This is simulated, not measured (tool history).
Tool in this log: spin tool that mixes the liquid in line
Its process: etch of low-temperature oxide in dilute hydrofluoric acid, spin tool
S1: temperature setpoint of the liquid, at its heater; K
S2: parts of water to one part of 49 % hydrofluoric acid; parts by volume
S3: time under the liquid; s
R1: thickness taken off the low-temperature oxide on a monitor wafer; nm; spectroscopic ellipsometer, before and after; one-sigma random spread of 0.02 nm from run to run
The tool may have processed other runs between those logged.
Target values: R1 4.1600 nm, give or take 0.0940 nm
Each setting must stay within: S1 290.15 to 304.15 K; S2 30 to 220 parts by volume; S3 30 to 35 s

run  hour      S1   S2  S3      R1
  1   0.0  296.15  125  35  2.7106
  2   7.4  294.15  125  35  2.5119
  3  14.2  295.65  120  35  2.7737
  4  19.4  297.15  120  35  2.9520
  5  26.9  297.15   80  35  4.6293
  6  29.8  297.15  110  35  3.2573
  7  34.2  298.15  110  35  3.3594
  8  35.9  299.15  110  35  3.5152
  9  38.8  300.15  110  35  3.6247
 10  41.5  300.65  110  35  3.7212
 11  43.7  301.15  110  35  3.7599
 12  47.1  301.65  110  35  3.8338

Exactly one of the 4 candidate moves below puts every result within its allowed miss. Which one?
  A  50.5  300.15   95  35   ?
  B  50.5  300.65  100  35   ?
  C  50.5  301.65   85  30   ?
  D  50.5  302.15  100  35   ?

move      R1
   A  4.3136
   B  4.1499
   C  4.4388
   D  4.3940
A: pushes the last run's worst result past its target
B: in spec on every target
C: pushes the last run's worst result past its target
D: pushes the last run's worst result past its target
Go with B: it meets all targets.
